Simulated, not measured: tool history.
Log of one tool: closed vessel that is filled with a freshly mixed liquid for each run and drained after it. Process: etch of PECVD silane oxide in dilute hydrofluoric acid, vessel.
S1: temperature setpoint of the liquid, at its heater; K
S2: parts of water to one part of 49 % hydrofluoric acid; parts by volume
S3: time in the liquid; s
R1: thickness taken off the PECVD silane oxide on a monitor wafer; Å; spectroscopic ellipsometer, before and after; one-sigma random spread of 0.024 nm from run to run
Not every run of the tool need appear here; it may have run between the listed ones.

run    day      S1   S2  S3      R1
  1      0  298.15  160  85  73.897
  2  0.292  298.15  215  85   51.18
  3  0.462  297.65  215  85  50.536
  4  0.512  297.65  165  85  69.458
  5  0.671  297.65  115  85  105.83
  6  0.767  297.15  125  85  92.949
  7  0.929  296.65  135  85  85.265

Forecast run 8:
  8  1.2  296.15  140  85   ?

For run 8 the tool returned R1 79.579 Å.
